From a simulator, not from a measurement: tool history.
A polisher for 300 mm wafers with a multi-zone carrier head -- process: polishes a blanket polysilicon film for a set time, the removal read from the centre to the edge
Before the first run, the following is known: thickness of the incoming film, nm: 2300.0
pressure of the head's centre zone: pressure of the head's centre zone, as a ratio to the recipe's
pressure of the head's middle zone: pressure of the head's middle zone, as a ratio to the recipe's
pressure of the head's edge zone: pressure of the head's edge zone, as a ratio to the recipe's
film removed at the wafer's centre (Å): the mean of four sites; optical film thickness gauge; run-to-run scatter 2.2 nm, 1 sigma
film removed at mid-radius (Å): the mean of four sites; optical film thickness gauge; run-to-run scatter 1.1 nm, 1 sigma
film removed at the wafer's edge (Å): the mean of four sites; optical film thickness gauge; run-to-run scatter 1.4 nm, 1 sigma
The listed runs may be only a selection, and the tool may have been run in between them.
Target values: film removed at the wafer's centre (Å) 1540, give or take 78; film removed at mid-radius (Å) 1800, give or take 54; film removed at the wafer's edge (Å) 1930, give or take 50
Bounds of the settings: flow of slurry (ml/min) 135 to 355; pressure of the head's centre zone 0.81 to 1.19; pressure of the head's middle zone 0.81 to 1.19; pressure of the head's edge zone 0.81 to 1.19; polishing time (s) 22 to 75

run   hour  flow of slurry (ml/min)  pressure of the head's centre zone  pressure of the head's middle zone  pressure of the head's edge zone  polishing time (s)  film removed at the wafer's centre (Å)  film removed at mid-radius (Å)  film removed at the wafer's edge (Å)
  1      0                      225                                   1                                   1                                 1                  48                                  3140.2                          3485.7                                3406.9
  2    6.4                      220                                0.98                                0.98                              0.99                  45                                  2876.4                          3223.5                                3138.1
  3    8.4                      210                                0.96                                0.96                              0.99                  42                                  2573.1                          2911.3                                2897.7
  4   14.8                      210                                0.96                                0.96                              0.99                  34                                  2085.6                            2360                                2381.9
  5   16.2                      210                                0.99                                0.96                              0.99                  34                                  2097.2                          2355.7                                2384.5
  6   22.9                      260                                0.99                                0.96                              0.99                  34                                  2223.3                          2435.4                                2412.2
  7   28.1                      195                                0.89                                0.86                              0.89                  25                                    1442                          1576.3                                1681.4
  8     34                      205                                0.89                                0.87                              0.91                  25                                  1405.9                          1585.4                                1716.9
  9   41.5                      210                                 0.9                                0.88                              0.93                  25                                  1401.4                          1594.2                                1720.1
 10   47.7                      210                                0.91                                0.89                              0.95                  25                                  1436.5                          1610.3                                1741.4
 11   50.1                      210                                0.92                                 0.9                              0.97                  25                                  1449.9                          1646.6                                  1746
 12   56.7                      210                                0.92                                 0.9                              0.99                  25                                  1511.7                          1640.8                                  1739
 13     65                      200                                0.92                                 0.9                              0.97                  25                                  1463.9                          1642.1                                1746.6
 14   69.2                      205                                0.92                                 0.9                              0.99                  25                                  1476.4                          1650.5                                1752.2
 15   70.2                      200                                0.91                                 0.9                                 1                  26                                  1478.1                          1718.7                                1830.7
 16   72.3                      200                                0.91                                 0.9                              1.01                  26                                  1436.2                          1702.7                                1817.7
 17     74                      205                                0.92                                 0.9                              1.02                  26                                  1518.8                          1693.3                                1852.7
 18   78.4                      205                                0.92                                0.91                              1.03                  26                                  1511.2                          1727.4                                1848.1
 19   85.7                      205                                0.92                                0.91                              1.04                  26                                  1514.5                          1731.4                                1867.2
 20   87.9                      205                                0.92                                0.91                              1.05                  26                                  1488.9                          1715.5                                1849.5
 21   91.9                      205                                0.92                                0.91                              1.06                  26                                  1480.9                          1729.5                                1874.1
 22   99.6                      210                                0.92                                0.91                              1.06                  26                                  1514.2                          1744.5                                  1862
 23  103.7                      210                                0.92                                0.91                              1.07                  26                                  1546.7                          1734.9                                1887.2
 24  111.4                      210                                0.92                                0.91                              1.08                  26                                  1512.8                          1734.1                                1899.7

4 next moves are on the table. One of them brings every result within its allowed miss. Which?
  A  119.1                      200                                0.95                                0.88                              1.08                  26                                       ?                               ?                                     ?
  B  119.1                      255                                0.91                                0.93                              1.05                  25                                       ?                               ?                                     ?
  C  119.1                      160                                0.91                                0.92                              1.03                  28                                       ?                               ?                                     ?
  D  119.1                      225                                0.89                                0.96                              1.05                  25                                       ?                               ?                                     ?

move  film removed at the wafer's centre (Å)  film removed at mid-radius (Å)  film removed at the wafer's edge (Å)
   A                                  1571.2                          1653.6                                1908.9
   B                                    1503                          1723.2                                1861.6
   C                                  1546.5                          1772.8                                1957.5
   D                                  1443.2                          1740.9                                  1838
A: lands further from the targets than the last run did
B: lands further from the targets than the last run did
C: every result within its allowed miss
D: lands further from the targets than the last run did
C is the move that brings every result within its allowed miss.
